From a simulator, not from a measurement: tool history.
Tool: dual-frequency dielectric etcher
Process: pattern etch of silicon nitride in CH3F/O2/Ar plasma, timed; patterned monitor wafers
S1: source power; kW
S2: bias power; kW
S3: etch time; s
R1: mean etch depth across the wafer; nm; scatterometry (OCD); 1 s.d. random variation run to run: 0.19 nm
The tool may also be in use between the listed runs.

| run | hour | S1 | S2 | S3 | R1 |
|---|---|---|---|---|---|
| 1 | 0 | 0.29 | 0.088 | 86 | 50.345 |
| 2 | 6.1 | 0.27 | 0.086 | 86 | 48.109 |
| 3 | 12.7 | 0.26 | 0.086 | 86 | 47.302 |
| 4 | 20.6 | 0.25 | 0.086 | 86 | 46.352 |
| 5 | 29.2 | 0.25 | 0.086 | 90 | 48.709 |
| 6 | 29.9 | 0.24 | 0.086 | 90 | 47.634 |
| 7 | 31.4 | 0.23 | 0.086 | 90 | 46.496 |
| 8 | 36.9 | 0.18 | 0.083 | 90 | 39.457 |

What does the tool deliver on the next run?
| 9 | 43.3 | 0.19 | 0.083 | 90 | ? |

R1: 41.226 nm
